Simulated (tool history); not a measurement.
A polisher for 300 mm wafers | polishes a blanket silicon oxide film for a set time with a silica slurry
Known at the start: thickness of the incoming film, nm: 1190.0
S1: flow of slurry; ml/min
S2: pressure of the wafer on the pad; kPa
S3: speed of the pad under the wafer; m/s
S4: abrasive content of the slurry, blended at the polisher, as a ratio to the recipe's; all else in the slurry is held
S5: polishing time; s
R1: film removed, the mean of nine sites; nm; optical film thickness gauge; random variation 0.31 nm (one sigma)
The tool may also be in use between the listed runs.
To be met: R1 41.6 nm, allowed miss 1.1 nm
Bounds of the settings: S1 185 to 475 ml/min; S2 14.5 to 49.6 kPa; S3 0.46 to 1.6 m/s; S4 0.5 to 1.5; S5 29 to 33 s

run	hour	S1	S2	S3	S4	S5	R1
1	0	305	31.7	1.02	1	33	91.126
2	7.4	305	31.7	1.02	1	29	80.741
3	12.5	305	31.7	1.22	1	29	92.233
4	20.8	305	31.7	1.02	1	29	80.33
5	28.6	305	31.7	1.28	1	29	97.202
6	29.5	305	31.7	1.06	1	29	82.925
7	33.7	305	29	1.04	1	29	74.932
8	40.3	305	26.9	1.02	1	29	69.285
9	48.4	305	24.8	1	1	29	61.448
10	54.3	305	23.4	1	1	29	59.275
11	55.2	305	22.1	1	1	29	56.279
12	58.3	305	20.7	1	1	29	53.072

5 next moves are on the table. One of them brings every result within its allowed miss. Which?
A	61.4	220	17.2	0.88	1.35	29	?
B	61.4	305	15.2	0.92	0.9	29	?
C	61.4	295	15.9	1.02	0.95	30	?
D	61.4	305	19.3	0.98	0.9	29	?
E	61.4	295	17.2	0.98	1.05	29	?

move	R1
A	45.146
B	34.273
C	41.46
D	45.285
E	44.569
A: nearer than the last run, and not there yet
B: takes the result that was furthest off past its target
C: meets every target
D: nearer than the last run, and not there yet
E: nearer than the last run, and not there yet
Move C is the one to make.

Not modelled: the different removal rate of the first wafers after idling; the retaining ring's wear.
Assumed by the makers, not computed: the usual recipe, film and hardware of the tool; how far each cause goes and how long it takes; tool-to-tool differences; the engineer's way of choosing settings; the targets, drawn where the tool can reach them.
